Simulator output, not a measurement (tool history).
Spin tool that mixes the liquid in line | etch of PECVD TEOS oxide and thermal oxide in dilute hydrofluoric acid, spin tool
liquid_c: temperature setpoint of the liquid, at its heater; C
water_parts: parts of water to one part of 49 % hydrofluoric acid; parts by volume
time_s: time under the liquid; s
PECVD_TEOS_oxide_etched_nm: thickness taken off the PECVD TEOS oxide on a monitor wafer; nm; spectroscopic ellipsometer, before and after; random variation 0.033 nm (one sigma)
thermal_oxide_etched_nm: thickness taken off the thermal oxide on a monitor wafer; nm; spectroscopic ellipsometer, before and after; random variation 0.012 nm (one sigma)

run  hour  liquid_c  water_parts  time_s  PECVD_TEOS_oxide_etched_nm  thermal_oxide_etched_nm
  1   0.0      21.0           75      50                      18.382                   2.9222
  2   6.6      20.0           85      50                      15.380                   2.4420
  3  12.9      19.0           90      50                      13.868                   2.2078
  4  20.7      19.0           80      50                      15.826                   2.5387
  5  28.6      18.5           90      50                      13.634                   2.1817
  6  35.3      18.5          105      50                      11.486                   1.8374

Run 7 comes next. What will it give?
  7  39.6      18.0          105      50                           ?                        ?

PECVD_TEOS_oxide_etched_nm: 11.189 nm
thermal_oxide_etched_nm: 1.7942 nm
